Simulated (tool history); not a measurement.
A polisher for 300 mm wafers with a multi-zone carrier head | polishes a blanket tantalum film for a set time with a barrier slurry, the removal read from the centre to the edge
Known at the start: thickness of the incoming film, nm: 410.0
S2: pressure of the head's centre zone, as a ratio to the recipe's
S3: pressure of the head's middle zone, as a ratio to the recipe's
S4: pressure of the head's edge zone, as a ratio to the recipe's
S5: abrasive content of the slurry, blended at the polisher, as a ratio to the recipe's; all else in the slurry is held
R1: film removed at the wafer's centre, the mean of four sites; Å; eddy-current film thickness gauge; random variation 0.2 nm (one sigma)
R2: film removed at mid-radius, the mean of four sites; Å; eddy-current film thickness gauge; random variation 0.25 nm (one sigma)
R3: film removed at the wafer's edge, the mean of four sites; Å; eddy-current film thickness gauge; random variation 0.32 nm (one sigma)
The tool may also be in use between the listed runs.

Run 1, hour 0.0: flow of slurry (ml/min) 210, S2 1.00, S3 1.00, S4 1.00, S5 1.00, polishing time (s) 60. Result: R1 586.96 Å, R2 603.27 Å, R3 602.82 Å.
Run 2, hour 6.1: flow of slurry (ml/min) 180, S2 0.96, S3 1.01, S4 0.94, S5 0.85, polishing time (s) 49. Result: R1 424.52 Å, R2 449.64 Å, R3 447.69 Å.
Run 3, hour 13.2: flow of slurry (ml/min) 180, S2 0.96, S3 0.93, S4 0.94, S5 0.85, polishing time (s) 49. Result: R1 430.57 Å, R2 422.11 Å, R3 428.67 Å.
Run 4, hour 17.8: flow of slurry (ml/min) 190, S2 0.92, S3 0.97, S4 0.89, S5 0.75, polishing time (s) 42. Result: R1 335.00 Å, R2 363.02 Å, R3 347.05 Å.
Run 5, hour 23.6: flow of slurry (ml/min) 190, S2 0.92, S3 0.97, S4 0.96, S5 0.75, polishing time (s) 42. Result: R1 334.05 Å, R2 360.11 Å, R3 357.30 Å.
Run 6, hour 30.1: flow of slurry (ml/min) 210, S2 0.89, S3 0.97, S4 0.92, S5 0.65, polishing time (s) 40. Result: R1 298.96 Å, R2 330.32 Å, R3 314.62 Å.
Run 7, hour 34.6: flow of slurry (ml/min) 215, S2 0.86, S3 0.97, S4 0.90, S5 0.60, polishing time (s) 39. Result: R1 268.80 Å, R2 302.29 Å, R3 290.79 Å.
Run 8, hour 41.8: flow of slurry (ml/min) 225, S2 0.85, S3 0.99, S4 0.87, S5 0.55, polishing time (s) 39. Result: R1 247.59 Å, R2 294.12 Å, R3 280.23 Å.
Run 9, hour 46.9: flow of slurry (ml/min) 235, S2 0.87, S3 1.01, S4 0.85, S5 0.55, polishing time (s) 38. Result: R1 248.02 Å, R2 294.11 Å, R3 273.25 Å.
Run 10, hour 55.7: flow of slurry (ml/min) 240, S2 0.88, S3 1.02, S4 0.84, S5 0.55, polishing time (s) 38. Result: R1 255.89 Å, R2 300.83 Å, R3 260.32 Å.

The next listed run, before its measurement:
Run 11, hour 57.0: flow of slurry (ml/min) 235, S2 0.87, S3 1.02, S4 0.84, S5 0.55, polishing time (s) 38. Result: R1 ?, R2 ?, R3 ?.

Run 11 gave R1 250.99 Å, R2 297.98 Å, R3 262.83 Å.
